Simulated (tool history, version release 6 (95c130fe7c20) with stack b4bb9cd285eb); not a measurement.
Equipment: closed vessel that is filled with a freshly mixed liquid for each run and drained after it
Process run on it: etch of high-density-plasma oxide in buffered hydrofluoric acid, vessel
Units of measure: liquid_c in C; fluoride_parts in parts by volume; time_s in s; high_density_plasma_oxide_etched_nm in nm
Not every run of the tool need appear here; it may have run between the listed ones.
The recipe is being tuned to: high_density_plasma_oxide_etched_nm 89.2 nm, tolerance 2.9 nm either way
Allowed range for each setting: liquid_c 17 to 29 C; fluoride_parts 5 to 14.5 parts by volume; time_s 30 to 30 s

| run | hour | liquid_c | fluoride_parts | time_s | high_density_plasma_oxide_etched_nm |
|---|---|---|---|---|---|
| 1 | 0 | 21 | 9 | 30 | 77.702 |
| 2 | 5.2 | 21 | 9 | 30 | 76.341 |
| 3 | 8.1 | 21 | 9 | 30 | 77.32 |
| 4 | 12.4 | 21 | 9 | 30 | 77.382 |
| 5 | 13.9 | 18 | 9 | 30 | 65.423 |
|  | 15 | hydrofluoric acid flow meter replaced |
| 6 | 15 | 18 | 11 | 30 | 50.081 |
| 7 | 23.6 | 19.5 | 11 | 30 | 54.838 |
| 8 | 24.6 | 21 | 11 | 30 | 59.42 |
| 9 | 30.4 | 22 | 11 | 30 | 63.531 |
| 10 | 33.1 | 26 | 11 | 30 | 77.274 |
| 11 | 39.7 | 26.5 | 11 | 30 | 80.123 |
| 12 | 45.8 | 27 | 11 | 30 | 82.252 |

Which of these 4 next moves meets every target?
| A | 51.9 | 26.5 | 11 | 30 | ? |
| B | 51.9 | 27 | 10 | 30 | ? |
| C | 51.9 | 26.5 | 10.5 | 30 | ? |
| D | 51.9 | 25.5 | 10 | 30 | ? |

| move | high_density_plasma_oxide_etched_nm |
|---|---|
| A | 81.002 |
| B | 91.285 |
| C | 84.756 |
| D | 84.217 |
A: further off than the last run
B: hits every target within its allowed miss
C: an improvement on the last run, though not all results are within tolerance
D: an improvement on the last run, though not all results are within tolerance
Go with B: it meets all targets.

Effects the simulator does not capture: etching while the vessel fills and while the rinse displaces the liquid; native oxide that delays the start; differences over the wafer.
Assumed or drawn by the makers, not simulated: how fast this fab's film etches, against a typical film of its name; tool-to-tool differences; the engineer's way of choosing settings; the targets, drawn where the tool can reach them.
